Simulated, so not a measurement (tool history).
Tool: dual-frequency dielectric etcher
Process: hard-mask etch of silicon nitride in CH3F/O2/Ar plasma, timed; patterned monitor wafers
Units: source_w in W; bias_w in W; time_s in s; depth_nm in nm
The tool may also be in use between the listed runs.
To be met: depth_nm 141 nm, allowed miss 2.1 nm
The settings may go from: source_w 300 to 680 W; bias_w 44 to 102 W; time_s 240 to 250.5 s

run	day	source_w	bias_w	time_s	depth_nm
1	0	490	73	240	164.63
2	0.158	490	82	240	170.96
3	0.288	490	91	240	176.76
4	0.458	490	100	240	183.62
5	0.588	440	92	240	171.45
6	0.671	440	102	240	177.78
7	0.979	400	93	240	166.23
8	1.158	370	87	240	159.15
9	1.221	350	82	240	154.38
10	1.417	340	78	240	150.46
11	1.604	330	75	240	146.91
12	1.729	320	74	240	145.78
13	2.067	310	73	240	144.09

Which of these 4 next moves meets every target?
A	2.404	350	63	240	?
B	2.404	300	77	242.5	?
C	2.404	310	61	243	?
D	2.404	300	58	244.5	?

move	depth_nm
A	141.42
B	145.6
C	136.69
D	134.11
A: meets every target
B: further off than the last run
C: takes the result that was furthest off past its target
D: takes the result that was furthest off past its target
Answer: A

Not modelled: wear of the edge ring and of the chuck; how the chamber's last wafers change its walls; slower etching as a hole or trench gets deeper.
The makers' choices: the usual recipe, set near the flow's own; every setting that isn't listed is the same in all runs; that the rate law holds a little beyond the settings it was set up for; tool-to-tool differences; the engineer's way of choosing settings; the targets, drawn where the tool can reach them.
